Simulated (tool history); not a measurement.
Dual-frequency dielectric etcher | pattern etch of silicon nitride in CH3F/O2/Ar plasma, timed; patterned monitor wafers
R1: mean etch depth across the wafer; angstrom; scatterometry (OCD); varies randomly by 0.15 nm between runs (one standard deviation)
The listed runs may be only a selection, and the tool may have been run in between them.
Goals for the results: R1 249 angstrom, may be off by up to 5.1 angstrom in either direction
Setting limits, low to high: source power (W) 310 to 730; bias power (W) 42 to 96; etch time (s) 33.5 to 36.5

run 1 hour=0 | source_power_(W)=520 bias_power_(W)=69 etch_time_(s)=36.5 | R1=274.41
run 2 hour=2.6 | source_power_(W)=500 bias_power_(W)=68 etch_time_(s)=36.5 | R1=269.99
run 3 hour=4.1 | source_power_(W)=500 bias_power_(W)=68 etch_time_(s)=36.5 | R1=273.54
run 4 hour=7.3 | source_power_(W)=480 bias_power_(W)=67 etch_time_(s)=36.5 | R1=266.15
run 5 hour=11 | source_power_(W)=470 bias_power_(W)=67 etch_time_(s)=36.5 | R1=263.47
run 6 hour=13.6 | source_power_(W)=460 bias_power_(W)=67 etch_time_(s)=36.5 | R1=262.89
run 7 hour=21.5 | source_power_(W)=450 bias_power_(W)=67 etch_time_(s)=36.5 | R1=262.79
run 8 hour=29 | source_power_(W)=440 bias_power_(W)=66 etch_time_(s)=36.5 | R1=259.56
run 9 hour=37.3 | source_power_(W)=430 bias_power_(W)=66 etch_time_(s)=36.5 | R1=256.99
run 10 hour=42.2 | source_power_(W)=420 bias_power_(W)=66 etch_time_(s)=36.5 | R1=257.5
run 11 hour=45.5 | source_power_(W)=410 bias_power_(W)=66 etch_time_(s)=36.5 | R1=256.49

5 candidate next runs follow, results not yet known. Just one meets every target within its allowed miss. Identify it.
run A hour=48.8 | source_power_(W)=440 bias_power_(W)=73 etch_time_(s)=36 | R1=?
run B hour=48.8 | source_power_(W)=400 bias_power_(W)=73 etch_time_(s)=36.5 | R1=?
run C hour=48.8 | source_power_(W)=490 bias_power_(W)=61 etch_time_(s)=33.5 | R1=?
run D hour=48.8 | source_power_(W)=450 bias_power_(W)=66 etch_time_(s)=35 | R1=?
run E hour=48.8 | source_power_(W)=400 bias_power_(W)=61 etch_time_(s)=35.5 | R1=?

move=A R1=267.53
move=B R1=265.07
move=C R1=238.15
move=D R1=251.19
move=E R1=239.86
A: moves away from the targets compared with the last run
B: moves away from the targets compared with the last run
C: takes the result that was furthest off past its target
D: meets every target
E: takes the result that was furthest off past its target
D meets every target.
